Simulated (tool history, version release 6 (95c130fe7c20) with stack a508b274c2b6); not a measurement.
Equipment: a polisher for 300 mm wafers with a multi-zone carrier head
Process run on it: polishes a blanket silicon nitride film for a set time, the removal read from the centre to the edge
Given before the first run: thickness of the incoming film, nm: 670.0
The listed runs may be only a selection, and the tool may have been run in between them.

| run | day | flow of slurry (ml/min) | pressure of the head's centre zone | pressure of the head's middle zone | pressure of the head's edge zone | polishing time (s) | film removed at the wafer's centre (nm) | film removed at mid-radius (nm) | film removed at the wafer's edge (nm) |
|---|---|---|---|---|---|---|---|---|---|
| 1 | 0 | 160 | 1 | 1 | 1 | 81 | 138.3 | 139.34 | 135.14 |
| 2 | 0.317 | 150 | 0.96 | 0.98 | 0.99 | 73 | 116.06 | 122.29 | 123.16 |
| 3 | 0.617 | 150 | 0.96 | 0.9 | 0.99 | 73 | 118.71 | 115.17 | 125.11 |
| 4 | 0.792 | 145 | 0.94 | 0.91 | 0.97 | 67 | 104.55 | 104.52 | 112.05 |
| 5 | 1.071 | 145 | 0.94 | 0.95 | 0.97 | 67 | 102.11 | 110.5 | 109.48 |
| 6 | 1.104 | 135 | 0.92 | 0.92 | 0.95 | 64 | 93.337 | 101.39 | 107.03 |

Run 7 has not been measured yet. What should we expect?
| 7 | 1.304 | 140 | 0.91 | 0.91 | 0.93 | 60 | ? | ? | ? |

{"run 7": {"film removed at the wafer's centre (nm)": 89.993, "film removed at mid-radius (nm)": 95.159, "film removed at the wafer's edge (nm)": 96.266}}
